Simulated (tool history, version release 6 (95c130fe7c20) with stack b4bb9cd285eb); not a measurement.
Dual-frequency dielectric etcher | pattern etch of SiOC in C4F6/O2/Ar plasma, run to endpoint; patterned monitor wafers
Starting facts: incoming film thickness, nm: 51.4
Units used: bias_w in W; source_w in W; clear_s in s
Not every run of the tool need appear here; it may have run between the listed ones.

run	hour	bias_w	source_w	clear_s
1	0.0	523	240	21.498
2	2.1	589	240	19.998
3	10.2	539	240	21.281
4	17.2	539	220	21.822
5	20.3	580	220	20.974
6	24.1	629	230	19.617

Expected results for the next run?
7	25.5	629	230	?

Run 7 gave clear_s 19.708 s.
